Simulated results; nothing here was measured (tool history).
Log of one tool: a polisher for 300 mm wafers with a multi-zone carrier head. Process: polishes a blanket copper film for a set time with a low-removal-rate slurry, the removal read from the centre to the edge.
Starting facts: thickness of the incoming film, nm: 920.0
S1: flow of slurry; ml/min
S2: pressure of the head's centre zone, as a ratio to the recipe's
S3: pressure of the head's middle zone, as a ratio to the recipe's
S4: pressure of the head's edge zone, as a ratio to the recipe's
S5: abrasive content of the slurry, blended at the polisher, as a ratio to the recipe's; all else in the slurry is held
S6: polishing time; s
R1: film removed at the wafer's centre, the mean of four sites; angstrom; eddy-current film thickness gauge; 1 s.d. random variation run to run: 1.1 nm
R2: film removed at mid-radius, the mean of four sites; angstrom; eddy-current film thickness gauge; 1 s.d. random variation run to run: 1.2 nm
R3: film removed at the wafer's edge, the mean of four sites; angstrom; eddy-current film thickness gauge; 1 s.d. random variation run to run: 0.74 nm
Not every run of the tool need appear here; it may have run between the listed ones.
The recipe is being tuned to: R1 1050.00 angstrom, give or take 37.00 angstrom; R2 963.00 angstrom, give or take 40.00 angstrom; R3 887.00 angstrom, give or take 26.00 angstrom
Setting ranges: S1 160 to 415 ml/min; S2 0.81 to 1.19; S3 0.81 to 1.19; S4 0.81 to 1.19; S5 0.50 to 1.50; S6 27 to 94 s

run  hour   S1    S2    S3    S4    S5  S6       R1       R2       R3
  1   0.0  265  1.00  1.00  1.00  1.00  60  1562.60  1608.20  1642.20
  2   4.8  270  1.03  1.01  0.97  0.90  54  1425.40  1474.50  1382.00
  3  13.5  270  1.03  1.01  0.97  0.90  47  1232.30  1254.90  1210.50
  4  16.0  265  1.04  0.98  0.94  0.80  46  1175.00  1177.40  1102.30
  5  19.1  260  1.04  0.95  0.91  0.75  46  1164.70  1094.60  1070.80
  6  23.8  260  1.04  0.95  0.91  0.75  52  1322.60  1240.80  1214.50
  7  32.6  260  1.04  0.95  0.89  0.70  50  1221.70  1200.10  1115.80
  8  37.1  255  1.05  0.94  0.87  0.65  49  1194.70  1137.90  1063.00
  9  44.4  250  1.05  0.93  0.86  0.60  48  1126.90  1064.80  1000.50
 10  45.4  215  1.08  0.93  0.81  0.50  46  1012.10   930.54   861.37
 11  53.1  215  1.08  0.93  0.81  0.50  46  1010.50   917.68   858.76
 12  59.1  220  1.08  0.93  0.81  0.50  46   999.05   926.70   851.33
 13  61.5  230  1.08  0.93  0.81  0.50  46  1018.70   911.93   862.32

Below are 5 possible settings for the next run. Only one of them brings all results inside the allowed miss of their targets. Which is it?
  A  63.9  270  1.07  0.86  0.91  0.50  45   ?   ?   ?
  B  63.9  295  1.12  0.85  0.83  0.50  44   ?   ?   ?
  C  63.9  315  1.14  0.86  0.82  0.50  43   ?   ?   ?
  D  63.9  210  1.11  0.98  0.84  0.50  47   ?   ?   ?
  E  63.9  275  1.14  0.85  0.86  0.50  44   ?   ?   ?

move       R1      R2      R3
   A   995.51  875.88  892.76
   B  1026.20  855.68  841.43
   C  1026.00  845.74  820.64
   D  1057.70  972.26  885.81
   E  1039.00  851.37  851.67
A: the biggest miss grows against the last run
B: the biggest miss grows against the last run
C: the biggest miss grows against the last run
D: hits every target within its allowed miss
E: the biggest miss grows against the last run
Move D is the one to make.

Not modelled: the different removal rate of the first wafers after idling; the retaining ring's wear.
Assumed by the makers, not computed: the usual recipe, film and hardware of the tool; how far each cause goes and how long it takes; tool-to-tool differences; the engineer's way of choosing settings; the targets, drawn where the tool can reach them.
